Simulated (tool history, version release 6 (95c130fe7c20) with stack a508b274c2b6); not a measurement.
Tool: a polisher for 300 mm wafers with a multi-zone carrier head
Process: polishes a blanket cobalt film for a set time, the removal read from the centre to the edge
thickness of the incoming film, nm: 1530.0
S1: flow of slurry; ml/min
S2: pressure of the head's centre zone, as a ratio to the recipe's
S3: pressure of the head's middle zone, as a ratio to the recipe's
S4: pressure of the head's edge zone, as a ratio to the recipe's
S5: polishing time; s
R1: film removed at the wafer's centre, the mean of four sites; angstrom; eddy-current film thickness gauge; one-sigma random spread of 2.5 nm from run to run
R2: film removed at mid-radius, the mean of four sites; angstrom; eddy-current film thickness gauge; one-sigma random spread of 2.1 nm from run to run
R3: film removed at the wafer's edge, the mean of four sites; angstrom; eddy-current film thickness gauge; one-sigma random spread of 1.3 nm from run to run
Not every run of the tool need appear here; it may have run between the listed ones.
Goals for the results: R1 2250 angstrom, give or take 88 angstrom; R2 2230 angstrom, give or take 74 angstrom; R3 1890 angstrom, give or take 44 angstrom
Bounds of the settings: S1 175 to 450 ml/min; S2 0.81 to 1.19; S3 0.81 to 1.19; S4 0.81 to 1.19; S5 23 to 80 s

run,hour,S1,S2,S3,S4,S5,R1,R2,R3
1,0,290,1,1,1,51,2378.3,2394,2404.4
2,7.4,290,1.01,1.01,0.98,50,2304.3,2366.2,2331.9
3,8.3,290,1.01,1.08,0.98,50,2297.4,2484,2305.7
4,16.2,290,0.93,1.08,0.98,50,2155.7,2481.3,2321.4
5,24.8,290,0.85,1.08,0.98,50,1936.9,2490.4,2299.3
6,29.7,290,0.85,1.08,0.98,40,1565,2032.7,1831.1
7,31.1,295,0.88,1.09,0.97,40,1604.4,2015.5,1851.6
8,39.5,290,0.91,1.1,0.95,40,1623.7,2043.8,1818.2

Exercise: of the 4 proposed moves below, exactly one satisfies all targets within the stated allowed misses. Which move is it?
A,47.9,365,1.02,1.03,0.9,42,?,?,?
B,47.9,250,1.16,0.99,1.05,41,?,?,?
C,47.9,280,1.14,1.13,0.88,43,?,?,?
D,47.9,345,1.19,1.01,0.83,40,?,?,?

move,R1,R2,R3
A,2044.1,2067.5,1894.3
B,2172.1,1873.4,1926.2
C,2275.7,2230.6,1879.8
D,2261.1,1925.6,1735.8
A: an improvement on the last run, though not all results are within tolerance
B: corrects the largest miss of the last run, while another result sits out of spec
C: each result inside its tolerance
D: corrects the largest miss of the last run, while another result sits out of spec
The move that meets every target is C.

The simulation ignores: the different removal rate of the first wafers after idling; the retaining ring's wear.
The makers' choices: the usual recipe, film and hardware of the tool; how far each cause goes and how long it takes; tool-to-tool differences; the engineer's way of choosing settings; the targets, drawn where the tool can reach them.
